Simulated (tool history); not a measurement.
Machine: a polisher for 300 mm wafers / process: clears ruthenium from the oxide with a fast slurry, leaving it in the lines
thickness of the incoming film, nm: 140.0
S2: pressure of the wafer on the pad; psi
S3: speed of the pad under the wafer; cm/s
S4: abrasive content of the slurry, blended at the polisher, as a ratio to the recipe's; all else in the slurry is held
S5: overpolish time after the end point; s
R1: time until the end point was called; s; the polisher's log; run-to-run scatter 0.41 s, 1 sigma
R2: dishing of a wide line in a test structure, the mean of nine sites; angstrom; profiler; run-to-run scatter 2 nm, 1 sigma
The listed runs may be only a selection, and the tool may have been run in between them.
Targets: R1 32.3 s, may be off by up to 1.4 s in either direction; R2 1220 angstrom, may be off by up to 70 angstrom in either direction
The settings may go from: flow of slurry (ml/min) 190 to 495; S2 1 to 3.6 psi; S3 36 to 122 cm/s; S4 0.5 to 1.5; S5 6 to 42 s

{"run": 1, "hour": 0.0, "flow of slurry (ml/min)": 320, "S2": 2.3, "S3": 78, "S4": 1, "S5": 21, "R1": 64.388, "R2": 455.5}
{"run": 2, "hour": 6.2, "flow of slurry (ml/min)": 320, "S2": 2.6, "S3": 82, "S4": 1, "S5": 23, "R1": 55.776, "R2": 555.57}
{"run": 3, "hour": 10.7, "flow of slurry (ml/min)": 285, "S2": 2.6, "S3": 82, "S4": 1, "S5": 23, "R1": 56.963, "R2": 543.12}
{"run": 4, "hour": 12.9, "flow of slurry (ml/min)": 285, "S2": 2.6, "S3": 82, "S4": 1, "S5": 17, "R1": 54.895, "R2": 426.6}
{"run": 5, "hour": 16.0, "flow of slurry (ml/min)": 285, "S2": 2.1, "S3": 82, "S4": 1, "S5": 17, "R1": 65.68, "R2": 354.31}
{"run": 6, "hour": 20.7, "flow of slurry (ml/min)": 290, "S2": 2.5, "S3": 88, "S4": 1, "S5": 20, "R1": 53.498, "R2": 491.22}
{"run": 7, "hour": 26.5, "flow of slurry (ml/min)": 290, "S2": 3.1, "S3": 110, "S4": 1, "S5": 30, "R1": 37.248, "R2": 973.82}
{"run": 8, "hour": 27.2, "flow of slurry (ml/min)": 290, "S2": 3.1, "S3": 110, "S4": 1, "S5": 30, "R1": 37.133, "R2": 981.49}
{"run": 9, "hour": 34.8, "flow of slurry (ml/min)": 295, "S2": 3.2, "S3": 110, "S4": 1, "S5": 31, "R1": 35.947, "R2": 1034.9}

Consider the 5 candidate settings below. Which is the only one whose results all fall within their allowed miss of target?
{"run": "A", "hour": 42.4, "flow of slurry (ml/min)": 250, "S2": 3.1, "S3": 96, "S4": 1, "S5": 27, "R1": "?", "R2": "?"}
{"run": "B", "hour": 42.4, "flow of slurry (ml/min)": 320, "S2": 3.6, "S3": 120, "S4": 1.05, "S5": 27, "R1": "?", "R2": "?"}
{"run": "C", "hour": 42.4, "flow of slurry (ml/min)": 325, "S2": 2.8, "S3": 114, "S4": 1.1, "S5": 27, "R1": "?", "R2": "?"}
{"run": "D", "hour": 42.4, "flow of slurry (ml/min)": 210, "S2": 3.6, "S3": 114, "S4": 1, "S5": 34, "R1": "?", "R2": "?"}
{"run": "E", "hour": 42.4, "flow of slurry (ml/min)": 305, "S2": 3, "S3": 116, "S4": 1.2, "S5": 39, "R1": "?", "R2": "?"}

move=A R1=42.848 R2=805.83
move=B R1=28.873 R2=1113
move=C R1=35.983 R2=932.55
move=D R1=32.794 R2=1205.2
move=E R1=32.071 R2=1357
A: misses by more than the last run did
B: nearer the targets than the last run, but a result is still out of spec
C: misses by more than the last run did
D: in spec on every target
E: takes the result that was furthest off past its target
Correct choice: D, which meets every target

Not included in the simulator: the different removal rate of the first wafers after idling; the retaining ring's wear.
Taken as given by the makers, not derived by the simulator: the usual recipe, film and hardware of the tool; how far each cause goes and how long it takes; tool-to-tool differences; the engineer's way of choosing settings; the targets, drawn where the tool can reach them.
